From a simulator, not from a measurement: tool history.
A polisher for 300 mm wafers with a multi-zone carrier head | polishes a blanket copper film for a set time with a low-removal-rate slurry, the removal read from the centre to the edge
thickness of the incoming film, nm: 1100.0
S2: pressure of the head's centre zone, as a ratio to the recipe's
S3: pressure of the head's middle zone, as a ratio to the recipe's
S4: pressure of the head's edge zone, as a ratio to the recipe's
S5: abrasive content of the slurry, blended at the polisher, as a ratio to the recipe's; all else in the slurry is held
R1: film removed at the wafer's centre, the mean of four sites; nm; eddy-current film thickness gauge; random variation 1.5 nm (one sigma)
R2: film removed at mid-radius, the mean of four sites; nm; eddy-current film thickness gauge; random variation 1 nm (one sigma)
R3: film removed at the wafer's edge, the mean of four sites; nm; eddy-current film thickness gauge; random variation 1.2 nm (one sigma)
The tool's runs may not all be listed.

{"run": 1, "hour": 0.0, "flow of slurry (ml/min)": 305, "S2": 1.0, "S3": 1.0, "S4": 1.0, "S5": 1.0, "polishing time (s)": 57, "R1": 134.58, "R2": 151.67, "R3": 148.95}
{"run": 2, "hour": 3.2, "flow of slurry (ml/min)": 310, "S2": 1.04, "S3": 0.99, "S4": 0.97, "S5": 0.9, "polishing time (s)": 53, "R1": 131.01, "R2": 135.15, "R3": 131.06}
{"run": 3, "hour": 6.8, "flow of slurry (ml/min)": 310, "S2": 1.04, "S3": 0.98, "S4": 0.95, "S5": 0.8, "polishing time (s)": 51, "R1": 116.85, "R2": 128.28, "R3": 124.39}
{"run": 4, "hour": 10.8, "flow of slurry (ml/min)": 310, "S2": 1.04, "S3": 0.98, "S4": 0.95, "S5": 0.6, "polishing time (s)": 51, "R1": 112.42, "R2": 118.2, "R3": 116.89}
{"run": 5, "hour": 14.7, "flow of slurry (ml/min)": 310, "S2": 1.07, "S3": 0.98, "S4": 0.93, "S5": 0.6, "polishing time (s)": 49, "R1": 111.92, "R2": 112.95, "R3": 108.62}
{"run": 6, "hour": 15.5, "flow of slurry (ml/min)": 310, "S2": 0.99, "S3": 0.98, "S4": 0.93, "S5": 0.6, "polishing time (s)": 49, "R1": 103.65, "R2": 114.67, "R3": 110.11}
{"run": 7, "hour": 22.8, "flow of slurry (ml/min)": 310, "S2": 1.03, "S3": 0.97, "S4": 0.91, "S5": 0.6, "polishing time (s)": 48, "R1": 106.35, "R2": 110.47, "R3": 106.97}
{"run": 8, "hour": 24.2, "flow of slurry (ml/min)": 310, "S2": 1.05, "S3": 0.96, "S4": 0.89, "S5": 0.6, "polishing time (s)": 47, "R1": 105.4, "R2": 108.24, "R3": 101.81}
{"run": 9, "hour": 26.1, "flow of slurry (ml/min)": 310, "S2": 1.07, "S3": 0.94, "S4": 0.88, "S5": 0.6, "polishing time (s)": 47, "R1": 106.54, "R2": 106.57, "R3": 102.85}
{"run": 10, "hour": 35.0, "flow of slurry (ml/min)": 310, "S2": 1.09, "S3": 0.93, "S4": 0.87, "S5": 0.6, "polishing time (s)": 47, "R1": 109.27, "R2": 104.87, "R3": 101.97}
{"run": 11, "hour": 40.1, "flow of slurry (ml/min)": 310, "S2": 1.1, "S3": 0.93, "S4": 0.86, "S5": 0.6, "polishing time (s)": 47, "R1": 109.69, "R2": 104.8, "R3": 100.03}

Run 12 comes next. What will it give?
{"run": 12, "hour": 44.2, "flow of slurry (ml/min)": 310, "S2": 1.1, "S3": 0.93, "S4": 0.86, "S5": 0.6, "polishing time (s)": 47, "R1": "?", "R2": "?", "R3": "?"}

Run 12 gave R1 109.71 nm, R2 105.83 nm, R3 103.20 nm.

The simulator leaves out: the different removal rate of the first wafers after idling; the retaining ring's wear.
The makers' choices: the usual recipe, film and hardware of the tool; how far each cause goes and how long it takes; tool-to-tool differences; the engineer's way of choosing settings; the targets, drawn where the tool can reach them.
